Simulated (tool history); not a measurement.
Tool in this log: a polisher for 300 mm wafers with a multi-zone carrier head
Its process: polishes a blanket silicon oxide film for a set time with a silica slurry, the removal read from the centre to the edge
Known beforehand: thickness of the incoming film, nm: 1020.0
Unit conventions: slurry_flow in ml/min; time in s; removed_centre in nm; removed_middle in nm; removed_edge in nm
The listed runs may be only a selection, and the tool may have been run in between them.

{"run": 1, "hour": 0.0, "slurry_flow": 145, "centre_zone": 1.0, "middle_zone": 1.0, "edge_zone": 1.0, "slurry_solids": 1.0, "time": 44, "removed_centre": 74.965, "removed_middle": 77.908, "removed_edge": 79.712}
{"run": 2, "hour": 5.4, "slurry_flow": 145, "centre_zone": 1.04, "middle_zone": 1.0, "edge_zone": 1.0, "slurry_solids": 1.0, "time": 44, "removed_centre": 78.046, "removed_middle": 78.948, "removed_edge": 79.459}
{"run": 3, "hour": 12.1, "slurry_flow": 145, "centre_zone": 1.04, "middle_zone": 1.0, "edge_zone": 1.0, "slurry_solids": 1.2, "time": 44, "removed_centre": 85.66, "removed_middle": 86.412, "removed_edge": 86.668}
{"run": 4, "hour": 19.4, "slurry_flow": 140, "centre_zone": 1.03, "middle_zone": 0.98, "edge_zone": 0.99, "slurry_solids": 1.1, "time": 42, "removed_centre": 77.855, "removed_middle": 74.616, "removed_edge": 79.081}
{"run": 5, "hour": 24.8, "slurry_flow": 140, "centre_zone": 1.02, "middle_zone": 0.98, "edge_zone": 0.98, "slurry_solids": 1.05, "time": 40, "removed_centre": 70.616, "removed_middle": 70.717, "removed_edge": 72.837}
{"run": 6, "hour": 32.9, "slurry_flow": 140, "centre_zone": 1.02, "middle_zone": 0.98, "edge_zone": 0.98, "slurry_solids": 1.05, "time": 45, "removed_centre": 78.575, "removed_middle": 78.437, "removed_edge": 82.922}
{"hour": 40.9, "done": "slurry nozzle cleaned"}
{"run": 7, "hour": 40.9, "slurry_flow": 140, "centre_zone": 1.01, "middle_zone": 0.97, "edge_zone": 0.97, "slurry_solids": 1.0, "time": 43, "removed_centre": 85.067, "removed_middle": 83.314, "removed_edge": 84.352}

Run 8 has not been measured yet. What should we expect?
{"run": 8, "hour": 49.2, "slurry_flow": 140, "centre_zone": 1.03, "middle_zone": 0.98, "edge_zone": 1.0, "slurry_solids": 0.95, "time": 42, "removed_centre": "?", "removed_middle": "?", "removed_edge": "?"}

{"run 8": {"removed_centre": 81.908, "removed_middle": 81.329, "removed_edge": 78.899}}
